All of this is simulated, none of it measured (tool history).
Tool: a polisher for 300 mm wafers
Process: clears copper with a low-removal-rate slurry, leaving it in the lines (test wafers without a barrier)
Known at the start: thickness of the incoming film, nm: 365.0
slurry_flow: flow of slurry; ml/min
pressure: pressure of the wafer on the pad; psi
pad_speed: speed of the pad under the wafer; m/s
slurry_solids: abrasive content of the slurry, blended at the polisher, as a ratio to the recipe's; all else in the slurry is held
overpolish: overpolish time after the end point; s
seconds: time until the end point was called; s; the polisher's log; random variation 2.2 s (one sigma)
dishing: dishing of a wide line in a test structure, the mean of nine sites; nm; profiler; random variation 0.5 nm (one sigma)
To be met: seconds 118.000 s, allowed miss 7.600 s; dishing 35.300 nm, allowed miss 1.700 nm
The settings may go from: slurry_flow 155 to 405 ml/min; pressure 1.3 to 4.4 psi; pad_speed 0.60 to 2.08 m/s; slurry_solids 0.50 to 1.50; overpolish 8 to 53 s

run  hour  slurry_flow  pressure  pad_speed  slurry_solids  overpolish  seconds  dishing
  1   0.0          260       2.8       1.34           1.00          27   83.455   60.794
  2   6.7          260       2.8       1.34           1.15          27   82.226   62.664
  3  10.1          260       2.8       1.34           0.95          27   83.827   62.151
  4  13.7          260       2.6       1.34           0.95          25   91.414   57.095
  5  18.0          260       2.6       1.14           0.95          25  106.300   49.841
  6  21.4          260       2.6       1.42           0.95          25   83.112   56.762
  7  22.1          260       2.4       1.42           0.95          24   94.223   51.216
  8  26.0          260       1.9       1.42           0.95          13  114.320   26.802
  9  28.7          260       1.9       1.40           0.95          14  119.680   29.100
 10  33.6          260       1.9       1.38           0.95          15  119.180   30.199
 11  41.8          260       1.9       1.38           0.95          16  119.510   31.810
 12  42.8          260       1.9       1.36           0.95          17  120.730   32.809

Which of these 4 next moves meets every target?
  A  43.8          270       1.7       1.38           0.95          18        ?        ?
  B  43.8          320       1.7       1.34           1.05          18        ?        ?
  C  43.8          210       2.2       1.26           0.95          18        ?        ?
  D  43.8          245       1.9       1.30           1.00          16        ?        ?

move  seconds  dishing
   A  134.550   31.884
   B  133.970   31.994
   C  118.540   35.831
   D  128.620   30.284
A: further off than the last run
B: further off than the last run
C: meets every target
D: further off than the last run
The right move is C.
